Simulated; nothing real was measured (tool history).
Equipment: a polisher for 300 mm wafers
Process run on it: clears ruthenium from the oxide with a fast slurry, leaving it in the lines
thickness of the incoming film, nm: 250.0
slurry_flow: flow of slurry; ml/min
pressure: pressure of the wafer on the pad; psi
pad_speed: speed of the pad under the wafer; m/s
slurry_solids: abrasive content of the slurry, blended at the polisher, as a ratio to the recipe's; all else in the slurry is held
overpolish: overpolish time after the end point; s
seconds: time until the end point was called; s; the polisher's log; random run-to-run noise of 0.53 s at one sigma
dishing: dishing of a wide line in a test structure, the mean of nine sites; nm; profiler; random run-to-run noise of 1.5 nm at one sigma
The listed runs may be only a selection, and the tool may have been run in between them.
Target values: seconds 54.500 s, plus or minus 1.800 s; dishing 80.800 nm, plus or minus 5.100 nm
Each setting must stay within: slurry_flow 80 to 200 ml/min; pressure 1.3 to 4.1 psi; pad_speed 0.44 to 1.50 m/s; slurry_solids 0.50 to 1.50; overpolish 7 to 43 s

| run | day | slurry_flow | pressure | pad_speed | slurry_solids | overpolish | seconds | dishing |
|---|---|---|---|---|---|---|---|---|
| 1 | 0.000 | 130 | 2.7 | 0.96 | 1.00 | 22 | 67.422 | 53.486 |
| 2 | 0.250 | 135 | 2.9 | 0.96 | 1.00 | 25 | 63.247 | 60.202 |
| 3 | 0.471 | 140 | 3.0 | 0.96 | 1.00 | 27 | 61.763 | 64.871 |
| 4 | 0.558 | 140 | 3.1 | 0.96 | 1.00 | 29 | 59.628 | 66.253 |
| 5 | 0.921 | 140 | 2.5 | 0.96 | 1.00 | 29 | 73.377 | 59.141 |
| 6 | 0.946 | 140 | 2.8 | 0.96 | 1.00 | 31 | 67.089 | 66.984 |
| 7 | 1.079 | 145 | 3.0 | 0.96 | 1.00 | 32 | 61.646 | 70.790 |
| 8 | 1.267 | 150 | 3.1 | 0.96 | 1.00 | 33 | 57.905 | 71.180 |
|  | 1.508 | head pressure recalibrated |
| 9 | 1.508 | 150 | 3.1 | 0.96 | 1.00 | 35 | 62.821 | 71.660 |
| 10 | 1.558 | 155 | 3.2 | 0.96 | 1.00 | 36 | 60.553 | 73.942 |

Next run, 4 choices. One meets every target within its allowed miss, the rest don't. Which?
| A | 1.608 | 135 | 3.2 | 0.98 | 1.40 | 39 | ? | ? |
| B | 1.608 | 150 | 3.7 | 1.00 | 0.95 | 37 | ? | ? |
| C | 1.608 | 110 | 3.1 | 1.20 | 0.95 | 29 | ? | ? |
| D | 1.608 | 175 | 3.4 | 1.04 | 1.10 | 36 | ? | ? |

| move | seconds | dishing |
|---|---|---|
| A | 54.548 | 79.790 |
| B | 51.407 | 79.984 |
| C | 54.082 | 70.634 |
| D | 50.163 | 79.899 |
A: every result within its allowed miss
B: carries the result that was furthest off beyond its target, to the other side
C: the worst result of the last run now meets its target, but another is out of spec
D: carries the result that was furthest off beyond its target, to the other side
So the answer is move A, the one that meets all the targets.
